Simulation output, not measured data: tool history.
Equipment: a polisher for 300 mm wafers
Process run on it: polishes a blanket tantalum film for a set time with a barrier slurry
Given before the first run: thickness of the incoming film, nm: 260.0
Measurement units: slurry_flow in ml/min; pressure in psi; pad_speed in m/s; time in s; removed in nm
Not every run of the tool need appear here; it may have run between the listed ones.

{"run": 1, "hour": 0.0, "slurry_flow": 215, "pressure": 1.4, "pad_speed": 0.76, "slurry_solids": 1, "time": 115, "removed": 104.42}
{"run": 2, "hour": 1.3, "slurry_flow": 210, "pressure": 1.3, "pad_speed": 0.7, "slurry_solids": 0.95, "time": 115, "removed": 87.743}
{"run": 3, "hour": 2.3, "slurry_flow": 165, "pressure": 1.3, "pad_speed": 0.7, "slurry_solids": 0.95, "time": 115, "removed": 86.118}
{"run": 4, "hour": 10.0, "slurry_flow": 165, "pressure": 1.2, "pad_speed": 0.64, "slurry_solids": 0.95, "time": 115, "removed": 73.929}
{"run": 5, "hour": 16.7, "slurry_flow": 165, "pressure": 0.9, "pad_speed": 0.64, "slurry_solids": 0.95, "time": 115, "removed": 55.718}
{"run": 6, "hour": 21.4, "slurry_flow": 165, "pressure": 0.9, "pad_speed": 0.6, "slurry_solids": 0.95, "time": 115, "removed": 53.105}
{"run": 7, "hour": 29.2, "slurry_flow": 165, "pressure": 0.9, "pad_speed": 0.56, "slurry_solids": 0.95, "time": 115, "removed": 50.062}
{"run": 8, "hour": 36.3, "slurry_flow": 155, "pressure": 0.6, "pad_speed": 0.36, "slurry_solids": 0.95, "time": 115, "removed": 22.75}
{"run": 9, "hour": 41.0, "slurry_flow": 160, "pressure": 0.6, "pad_speed": 0.36, "slurry_solids": 0.95, "time": 115, "removed": 22.672}
{"run": 10, "hour": 48.3, "slurry_flow": 185, "pressure": 1, "pad_speed": 0.36, "slurry_solids": 0.95, "time": 115, "removed": 36.56}
{"run": 11, "hour": 50.6, "slurry_flow": 185, "pressure": 0.9, "pad_speed": 0.36, "slurry_solids": 0.95, "time": 115, "removed": 32.677}
{"run": 12, "hour": 58.0, "slurry_flow": 175, "pressure": 0.9, "pad_speed": 0.36, "slurry_solids": 0.95, "time": 115, "removed": 32.878}

Run 13, settings as shown, results not yet in. Your forecast:
{"run": 13, "hour": 59.9, "slurry_flow": 175, "pressure": 0.8, "pad_speed": 0.36, "slurry_solids": 0.95, "time": 115, "removed": "?"}

removed: 29.646 nm
